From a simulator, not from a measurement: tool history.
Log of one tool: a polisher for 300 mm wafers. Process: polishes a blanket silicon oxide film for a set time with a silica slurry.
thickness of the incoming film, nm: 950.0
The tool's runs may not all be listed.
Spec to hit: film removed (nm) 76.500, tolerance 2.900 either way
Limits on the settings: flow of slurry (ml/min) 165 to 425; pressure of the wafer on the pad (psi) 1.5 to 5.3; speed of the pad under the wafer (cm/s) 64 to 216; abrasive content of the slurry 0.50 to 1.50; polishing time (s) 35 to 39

| run | hour | flow of slurry (ml/min) | pressure of the wafer on the pad (psi) | speed of the pad under the wafer (cm/s) | abrasive content of the slurry | polishing time (s) | film removed (nm) |
|---|---|---|---|---|---|---|---|
| 1 | 0.0 | 275 | 3.4 | 140 | 1.00 | 39 | 112.280 |
| 2 | 6.5 | 275 | 3.4 | 140 | 0.90 | 39 | 108.130 |
| 3 | 8.4 | 275 | 3.2 | 140 | 0.90 | 39 | 105.910 |
| 4 | 15.3 | 275 | 2.9 | 140 | 0.90 | 39 | 100.400 |
| 5 | 22.3 | 275 | 3.7 | 140 | 0.90 | 39 | 116.280 |
| 6 | 30.7 | 275 | 3.4 | 138 | 0.90 | 39 | 109.840 |
| 7 | 37.9 | 275 | 2.4 | 132 | 0.90 | 39 | 84.189 |
| 8 | 38.6 | 275 | 2.3 | 132 | 0.90 | 39 | 84.070 |
|  | 40.5 | worn pad replaced by a new one |
| 9 | 40.5 | 275 | 2.2 | 132 | 0.90 | 39 | 95.226 |
| 10 | 44.1 | 275 | 2.1 | 126 | 0.90 | 39 | 89.988 |
| 11 | 46.9 | 275 | 2.0 | 126 | 0.85 | 39 | 82.090 |

Which of these 4 next moves meets every target?
| A | 49.7 | 310 | 2.1 | 146 | 0.80 | 35 | ? |
| B | 49.7 | 255 | 2.7 | 104 | 0.85 | 39 | ? |
| C | 49.7 | 240 | 1.6 | 154 | 0.85 | 36 | ? |
| D | 49.7 | 205 | 2.2 | 114 | 1.10 | 35 | ? |

| move | film removed (nm) |
|---|---|
| A | 85.884 |
| B | 83.235 |
| C | 81.285 |
| D | 77.350 |
A: misses by more than the last run did
B: misses by more than the last run did
C: gains on the last run, yet a result remains outside its allowed miss
D: all results in spec
The move that meets every target is D.

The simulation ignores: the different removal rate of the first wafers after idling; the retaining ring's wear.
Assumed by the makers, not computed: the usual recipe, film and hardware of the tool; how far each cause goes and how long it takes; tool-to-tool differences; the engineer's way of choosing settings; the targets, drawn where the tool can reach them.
